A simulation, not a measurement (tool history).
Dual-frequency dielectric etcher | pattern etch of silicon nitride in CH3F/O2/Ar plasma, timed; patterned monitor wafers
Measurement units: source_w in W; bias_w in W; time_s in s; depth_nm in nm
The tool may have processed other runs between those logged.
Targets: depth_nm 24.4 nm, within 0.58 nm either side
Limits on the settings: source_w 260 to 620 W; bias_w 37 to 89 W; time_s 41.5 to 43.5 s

run    day  source_w  bias_w  time_s  depth_nm
  1      0       440      63    41.5    27.501
  2  0.312       440      63    41.5    27.221
  3  0.679       410      61    41.5    26.337
  4  0.896       410      61    43.5     27.62
     1.021  -- wet clean of the chamber
  5  1.021       450      61    43.5     30.08
  6  1.083       410      60    43.5    28.536
  7  1.338       370      59    43.5    27.304
  8  1.617       340      57      43     25.69
  9  1.796       330      56      43    25.284
 10  2.154       290      54      43    23.362

Below are 5 possible settings for the next run. Only one of them brings all results inside the allowed miss of their targets. Which is it?
  A  2.512       270      55    42.5         ?
  B  2.512       320      40    43.5         ?
  C  2.512       310      61    41.5         ?
  D  2.512       280      56      42         ?
  E  2.512       270      51    43.5         ?

move  depth_nm
   A    22.648
   B    23.174
   C     24.23
   D    22.872
   E    22.725
A: lands further from the targets than the last run did
B: lands further from the targets than the last run did
C: hits every target within its allowed miss
D: lands further from the targets than the last run did
E: lands further from the targets than the last run did
Answer: C

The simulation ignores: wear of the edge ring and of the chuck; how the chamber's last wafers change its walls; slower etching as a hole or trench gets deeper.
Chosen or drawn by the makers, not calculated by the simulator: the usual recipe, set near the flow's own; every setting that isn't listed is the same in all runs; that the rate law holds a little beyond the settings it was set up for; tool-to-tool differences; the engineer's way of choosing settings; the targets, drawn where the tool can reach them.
